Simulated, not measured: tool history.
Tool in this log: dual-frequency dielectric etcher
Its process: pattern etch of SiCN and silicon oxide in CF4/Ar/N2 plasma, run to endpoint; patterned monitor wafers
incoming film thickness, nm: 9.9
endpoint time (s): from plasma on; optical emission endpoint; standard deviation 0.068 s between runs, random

| run | day | source power (kW) | bias power (kW) | Ar flow (sccm) | CF4 flow (sccm) | endpoint time (s) |
|---|---|---|---|---|---|---|
| 1 | 0 | 0.32 | 0.079 | 96 | 64 | 15.925 |
| 2 | 0.321 | 0.34 | 0.08 | 96 | 64 | 15.033 |
| 3 | 0.683 | 0.35 | 0.08 | 96 | 64 | 14.62 |
| 4 | 0.962 | 0.36 | 0.08 | 96 | 64 | 14.203 |
| 5 | 1.062 | 0.36 | 0.088 | 96 | 64 | 13.587 |
| 6 | 1.129 | 0.33 | 0.088 | 96 | 64 | 14.646 |

What does the tool deliver on the next run?
| 7 | 1.446 | 0.34 | 0.088 | 96 | 64 | ? |

endpoint time (s): 14.19

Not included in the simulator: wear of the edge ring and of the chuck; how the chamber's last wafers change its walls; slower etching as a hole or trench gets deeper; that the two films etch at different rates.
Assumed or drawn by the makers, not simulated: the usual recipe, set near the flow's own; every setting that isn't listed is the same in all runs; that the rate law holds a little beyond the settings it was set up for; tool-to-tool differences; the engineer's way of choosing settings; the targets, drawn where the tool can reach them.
